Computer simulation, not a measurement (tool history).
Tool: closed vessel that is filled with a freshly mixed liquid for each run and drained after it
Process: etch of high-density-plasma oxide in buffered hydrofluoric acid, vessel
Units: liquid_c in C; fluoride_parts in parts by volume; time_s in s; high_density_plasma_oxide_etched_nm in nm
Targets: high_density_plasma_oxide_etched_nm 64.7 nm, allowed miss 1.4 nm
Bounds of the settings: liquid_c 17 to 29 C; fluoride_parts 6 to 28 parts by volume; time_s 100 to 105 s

run  hour  liquid_c  fluoride_parts  time_s  high_density_plasma_oxide_etched_nm
  1     0        21              17     100                               93.495
  2   6.5      19.5              18     100                               81.082
  3  12.6      19.5              18     105                               85.718
  4  14.1      18.5            18.5     105                               77.868
  5  21.2      18.5              15     105                               94.895
  6  29.8      18.5              15     105                               96.324
  7  33.5        18            16.5     105                               84.955
  8  38.6      17.5            17.5     105                               77.547
  9  39.7      17.5            18.5     105                               74.158
 10  42.8      17.5              19     105                               71.809

4 next moves are on the table. One of them brings every result within its allowed miss. Which?
  A  45.9      17.5              19     100                                    ?
  B  45.9        18            20.5     105                                    ?
  C  45.9        17            19.5     100                                    ?
  D  45.9        17            19.5     105                                    ?

move  high_density_plasma_oxide_etched_nm
   A                               68.426
   B                               68.576
   C                               64.815
   D                               68.055
A: nearer than the last run, and not there yet
B: nearer than the last run, and not there yet
C: meets every target
D: nearer than the last run, and not there yet
Move C is the one to make.
